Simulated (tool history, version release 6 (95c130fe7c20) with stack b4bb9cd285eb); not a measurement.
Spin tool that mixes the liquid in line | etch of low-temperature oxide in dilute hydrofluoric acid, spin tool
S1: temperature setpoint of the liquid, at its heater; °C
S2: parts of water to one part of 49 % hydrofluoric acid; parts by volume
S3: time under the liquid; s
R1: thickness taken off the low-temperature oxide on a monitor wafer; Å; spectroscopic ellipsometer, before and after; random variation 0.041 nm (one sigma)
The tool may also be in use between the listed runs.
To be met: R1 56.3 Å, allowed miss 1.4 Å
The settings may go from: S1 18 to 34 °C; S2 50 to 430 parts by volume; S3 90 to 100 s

run 1 hour=0 | S1=26 S2=240 S3=90 | R1=99.421
run 2 hour=1.5 | S1=26 S2=280 S3=90 | R1=82.807
run 3 hour=8.2 | S1=28.5 S2=280 S3=90 | R1=89.074
run 4 hour=14.8 | S1=26.5 S2=285 S3=90 | R1=81.306
run 5 hour=17 | S1=25 S2=290 S3=90 | R1=76.367
run 6 hour=25.8 | S1=25 S2=290 S3=90 | R1=75.334
run 7 hour=33.1 | S1=23.5 S2=295 S3=90 | R1=70.54
run 8 hour=38.3 | S1=22.5 S2=300 S3=90 | R1=66.383
run 9 hour=42.9 | S1=21.5 S2=300 S3=90 | R1=64.671
run 10 hour=45.7 | S1=21 S2=300 S3=90 | R1=63.499
run 11 hour=54.7 | S1=20.5 S2=300 S3=90 | R1=61.904
run 12 hour=62.7 | S1=20 S2=300 S3=90 | R1=60.513
run 13 hour=63.7 | S1=19.5 S2=300 S3=90 | R1=60.052
run 14 hour=71.1 | S1=19 S2=300 S3=90 | R1=58.156

Which of these 4 next moves meets every target?
run A hour=78.5 | S1=19 S2=285 S3=90 | R1=?
run B hour=78.5 | S1=18 S2=300 S3=90 | R1=?
run C hour=78.5 | S1=19.5 S2=295 S3=90 | R1=?
run D hour=78.5 | S1=18 S2=310 S3=90 | R1=?

move=A R1=61.917
move=B R1=55.932
move=C R1=60.399
move=D R1=53.669
A: further off than the last run
B: meets every target
C: further off than the last run
D: takes the result that was furthest off past its target
The right move is B.
